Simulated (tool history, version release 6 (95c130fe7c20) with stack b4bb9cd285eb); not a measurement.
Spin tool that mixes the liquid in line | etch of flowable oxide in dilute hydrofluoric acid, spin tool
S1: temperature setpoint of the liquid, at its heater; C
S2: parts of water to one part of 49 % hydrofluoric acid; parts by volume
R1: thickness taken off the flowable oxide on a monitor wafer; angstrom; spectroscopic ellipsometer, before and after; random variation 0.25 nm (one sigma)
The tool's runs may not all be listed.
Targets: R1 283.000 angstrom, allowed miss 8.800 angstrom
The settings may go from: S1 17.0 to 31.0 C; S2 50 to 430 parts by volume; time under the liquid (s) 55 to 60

Run 1, hour 0.0: S1 23.0 C, S2 240 parts by volume, time under the liquid (s) 55. Result: R1 98.139 angstrom.
Run 2, hour 8.9: S1 25.5 C, S2 185 parts by volume, time under the liquid (s) 55. Result: R1 149.770 angstrom.
Run 3, hour 16.1: S1 27.0 C, S2 160 parts by volume, time under the liquid (s) 55. Result: R1 188.270 angstrom.
Run 4, hour 17.3: S1 27.0 C, S2 215 parts by volume, time under the liquid (s) 55. Result: R1 131.190 angstrom.
Run 5, hour 19.3: S1 27.0 C, S2 215 parts by volume, time under the liquid (s) 55. Result: R1 131.390 angstrom.
Run 6, hour 26.2: S1 27.0 C, S2 215 parts by volume, time under the liquid (s) 60. Result: R1 144.080 angstrom.
Run 7, hour 32.6: S1 28.0 C, S2 185 parts by volume, time under the liquid (s) 60. Result: R1 178.880 angstrom.
Run 8, hour 40.2: S1 29.0 C, S2 165 parts by volume, time under the liquid (s) 60. Result: R1 211.150 angstrom.
Run 9, hour 47.4: S1 29.5 C, S2 150 parts by volume, time under the liquid (s) 60. Result: R1 245.670 angstrom.
Run 10, hour 54.1: S1 30.0 C, S2 145 parts by volume, time under the liquid (s) 60. Result: R1 258.080 angstrom.
Run 11, hour 58.7: S1 31.0 C, S2 130 parts by volume, time under the liquid (s) 60. Result: R1 301.680 angstrom.

5 next moves are on the table. One of them brings every result within its allowed miss. Which?
Run A, hour 63.3: S1 27.0 C, S2 115 parts by volume, time under the liquid (s) 60. Result: R1 ?.
Run B, hour 63.3: S1 31.0 C, S2 125 parts by volume, time under the liquid (s) 60. Result: R1 ?.
Run C, hour 63.3: S1 31.0 C, S2 110 parts by volume, time under the liquid (s) 55. Result: R1 ?.
Run D, hour 63.3: S1 30.0 C, S2 120 parts by volume, time under the liquid (s) 60. Result: R1 ?.
Run E, hour 63.3: S1 30.5 C, S2 125 parts by volume, time under the liquid (s) 55. Result: R1 ?.

move       R1
   A  300.620
   B  316.700
   C  336.920
   D  320.240
   E  285.060
A: nearer than the last run, and not there yet
B: further off than the last run
C: further off than the last run
D: further off than the last run
E: meets every target
Move E is the one to make.
